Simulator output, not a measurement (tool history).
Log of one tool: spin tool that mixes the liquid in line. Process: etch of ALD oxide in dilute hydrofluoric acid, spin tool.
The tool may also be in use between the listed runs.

run	day	temperature setpoint of the liquid (°C)	parts of water to one part of 49 % hydrofluoric acid (parts by volume)	time under the liquid (s)	thickness taken off the ALD oxide on a monitor wafer (nm)
1	0.000	24.0	255	90	9.4944
2	0.100	24.0	205	90	12.4330
3	0.175	24.0	205	100	14.0790
4	0.238	24.0	205	100	13.8410
5	0.317	22.5	230	100	11.3960
6	0.504	19.5	230	100	10.2030
7	0.775	19.0	245	100	9.3178
8	0.867	18.5	260	100	8.4187
9	0.896	18.0	270	100	7.9065
10	1.221	17.5	275	100	7.6279
11	1.371	17.5	280	100	7.4220

Run 12 comes next. What will it give?
12	1.575	17.5	285	100	?

{"run 12": {"thickness taken off the ALD oxide on a monitor wafer (nm)": 7.2984}}

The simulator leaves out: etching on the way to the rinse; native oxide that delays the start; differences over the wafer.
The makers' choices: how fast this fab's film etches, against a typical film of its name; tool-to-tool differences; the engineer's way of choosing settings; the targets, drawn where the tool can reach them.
